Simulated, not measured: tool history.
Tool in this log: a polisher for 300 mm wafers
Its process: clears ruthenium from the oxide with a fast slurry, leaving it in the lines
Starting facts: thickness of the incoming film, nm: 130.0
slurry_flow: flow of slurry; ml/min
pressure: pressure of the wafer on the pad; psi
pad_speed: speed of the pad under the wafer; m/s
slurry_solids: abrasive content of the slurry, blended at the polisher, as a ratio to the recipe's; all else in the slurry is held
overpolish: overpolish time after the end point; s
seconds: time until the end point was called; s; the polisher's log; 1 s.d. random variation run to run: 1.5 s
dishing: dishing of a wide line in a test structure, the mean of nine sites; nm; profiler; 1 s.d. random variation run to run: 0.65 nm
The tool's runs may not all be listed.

run	day	slurry_flow	pressure	pad_speed	slurry_solids	overpolish	seconds	dishing
1	0	170	1.7	1	1	27	45.032	59.206
2	0.029	170	1.7	1	1	38	46.194	75.726
3	0.3	170	1.7	0.8	1	38	54.87	69.538
4	0.662	170	1.7	1.06	1	38	44.094	79.066
5	0.7	190	1.7	1.06	1	38	43.665	78.647
6	1.071	190	1.6	1.04	1	36	46.07	71.452
7	1.425	190	1.5	1.02	1	35	50.883	67.697
8	1.496	190	1.4	1	1	33	54.488	62.961
9	1.821	190	1.3	0.98	1	31	58.028	54.308
10	2.033	190	0.8	0.96	1	29	95.474	33.542
11	2.396	195	0.8	0.96	1	29	96.942	34.932
12	2.671	200	0.8	0.96	1	28	95.278	33.183
13	2.704	205	1.2	0.98	1	28	63.129	45.434
14	2.983	200	1.2	0.98	1	28	64.902	46.747
15	3.267	195	1.2	0.98	1	28	64.072	45.382
16	3.567	195	1.2	0.98	1	28	65.088	48.009

For run 17, what comes out?
17	3.7	190	1.2	0.98	1	28	?	?

Logged for run 17: seconds 66.269 s, dishing 46.44 nm.
